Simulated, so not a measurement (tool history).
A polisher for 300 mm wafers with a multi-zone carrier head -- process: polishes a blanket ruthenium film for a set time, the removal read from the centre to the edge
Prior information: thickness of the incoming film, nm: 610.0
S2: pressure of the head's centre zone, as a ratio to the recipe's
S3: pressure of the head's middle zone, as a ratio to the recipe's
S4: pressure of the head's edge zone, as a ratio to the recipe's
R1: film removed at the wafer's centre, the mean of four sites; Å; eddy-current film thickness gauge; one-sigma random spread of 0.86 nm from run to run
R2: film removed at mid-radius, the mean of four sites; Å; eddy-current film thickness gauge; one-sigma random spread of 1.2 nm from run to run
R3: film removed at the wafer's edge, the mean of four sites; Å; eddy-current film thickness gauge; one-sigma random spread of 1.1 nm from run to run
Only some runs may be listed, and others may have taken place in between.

{"run": 1, "hour": 0.0, "flow of slurry (ml/min)": 305, "S2": 1.0, "S3": 1.0, "S4": 1.0, "polishing time (s)": 49, "R1": 662.85, "R2": 657.0, "R3": 655.8}
{"run": 2, "hour": 3.8, "flow of slurry (ml/min)": 350, "S2": 1.0, "S3": 1.0, "S4": 1.0, "polishing time (s)": 49, "R1": 672.34, "R2": 663.82, "R3": 661.38}
{"run": 3, "hour": 7.0, "flow of slurry (ml/min)": 355, "S2": 1.04, "S3": 1.02, "S4": 1.02, "polishing time (s)": 52, "R1": 737.71, "R2": 726.5, "R3": 725.5}
{"run": 4, "hour": 9.7, "flow of slurry (ml/min)": 360, "S2": 1.07, "S3": 1.02, "S4": 1.01, "polishing time (s)": 55, "R1": 806.39, "R2": 773.44, "R3": 754.02}
{"run": 5, "hour": 17.3, "flow of slurry (ml/min)": 365, "S2": 1.1, "S3": 1.02, "S4": 1.02, "polishing time (s)": 57, "R1": 856.47, "R2": 787.4, "R3": 781.6}
{"run": 6, "hour": 22.8, "flow of slurry (ml/min)": 320, "S2": 1.1, "S3": 1.02, "S4": 1.02, "polishing time (s)": 57, "R1": 850.26, "R2": 774.99, "R3": 782.02}
{"run": 7, "hour": 31.1, "flow of slurry (ml/min)": 325, "S2": 1.12, "S3": 1.03, "S4": 1.02, "polishing time (s)": 59, "R1": 896.16, "R2": 844.35, "R3": 797.56}

Run 8 has not been measured yet. What should we expect?
{"hour": 38.7, "done": "edge zone pressure recalibrated"}
{"run": 8, "hour": 38.7, "flow of slurry (ml/min)": 325, "S2": 1.12, "S3": 1.03, "S4": 1.02, "polishing time (s)": 59, "R1": "?", "R2": "?", "R3": "?"}

R1: 884.70 Å
R2: 819.11 Å
R3: 761.27 Å

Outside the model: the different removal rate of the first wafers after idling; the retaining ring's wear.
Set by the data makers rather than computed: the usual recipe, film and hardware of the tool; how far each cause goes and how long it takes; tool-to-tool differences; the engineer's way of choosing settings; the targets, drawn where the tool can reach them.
